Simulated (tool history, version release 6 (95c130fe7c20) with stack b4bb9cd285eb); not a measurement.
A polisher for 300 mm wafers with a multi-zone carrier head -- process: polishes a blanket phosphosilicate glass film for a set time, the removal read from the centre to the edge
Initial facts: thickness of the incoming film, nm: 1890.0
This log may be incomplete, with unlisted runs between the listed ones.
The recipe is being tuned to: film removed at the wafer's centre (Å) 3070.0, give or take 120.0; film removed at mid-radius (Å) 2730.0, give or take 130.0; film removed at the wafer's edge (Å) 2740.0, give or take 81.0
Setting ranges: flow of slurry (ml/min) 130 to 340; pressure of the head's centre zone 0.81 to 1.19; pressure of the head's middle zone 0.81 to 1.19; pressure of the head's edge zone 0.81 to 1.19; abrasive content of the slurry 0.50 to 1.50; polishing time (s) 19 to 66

| run | day | flow of slurry (ml/min) | pressure of the head's centre zone | pressure of the head's middle zone | pressure of the head's edge zone | abrasive content of the slurry | polishing time (s) | film removed at the wafer's centre (Å) | film removed at mid-radius (Å) | film removed at the wafer's edge (Å) |
|---|---|---|---|---|---|---|---|---|---|---|
| 1 | 0.000 | 220 | 1.00 | 1.00 | 1.00 | 1.00 | 42 | 2877.3 | 2986.5 | 3025.0 |
| 2 | 0.304 | 220 | 1.02 | 0.99 | 0.98 | 1.00 | 42 | 2917.6 | 3070.3 | 3008.1 |
| 3 | 0.475 | 220 | 1.02 | 0.99 | 1.07 | 1.00 | 42 | 2909.0 | 3000.9 | 3132.6 |
| 4 | 0.667 | 220 | 1.02 | 0.99 | 1.02 | 1.00 | 42 | 2971.0 | 3038.8 | 3065.2 |
| 5 | 0.854 | 215 | 1.03 | 0.97 | 1.00 | 1.00 | 42 | 2937.8 | 2928.8 | 3010.7 |
| 6 | 1.021 | 215 | 1.03 | 0.97 | 1.08 | 1.00 | 42 | 2945.4 | 2983.9 | 3183.0 |
| 7 | 1.300 | 215 | 1.05 | 0.96 | 1.04 | 1.00 | 42 | 2977.1 | 2959.2 | 3109.3 |
|  | 1.621 | slurry nozzle cleaned |
| 8 | 1.621 | 210 | 1.07 | 0.95 | 1.00 | 1.00 | 42 | 3202.2 | 3157.4 | 3146.4 |

Exactly one of the 4 candidate moves below puts every result within its allowed miss. Which one?
| A | 1.942 | 210 | 1.10 | 0.90 | 1.04 | 1.00 | 39 | ? | ? | ? |
| B | 1.942 | 180 | 0.87 | 0.91 | 0.93 | 0.95 | 51 | ? | ? | ? |
| C | 1.942 | 135 | 1.03 | 1.07 | 0.85 | 0.90 | 44 | ? | ? | ? |
| D | 1.942 | 220 | 1.12 | 0.92 | 0.94 | 1.00 | 38 | ? | ? | ? |

| move | film removed at the wafer's centre (Å) | film removed at mid-radius (Å) | film removed at the wafer's edge (Å) |
|---|---|---|---|
| A | 3073.6 | 2752.3 | 2953.3 |
| B | 3040.2 | 3490.5 | 3541.7 |
| C | 2855.4 | 3123.6 | 2757.2 |
| D | 3073.5 | 2741.9 | 2754.7 |
A: an improvement on the last run, though not all results are within tolerance
B: moves away from the targets compared with the last run
C: corrects the largest miss of the last run, while another result sits out of spec
D: all results in spec
The right move is D.
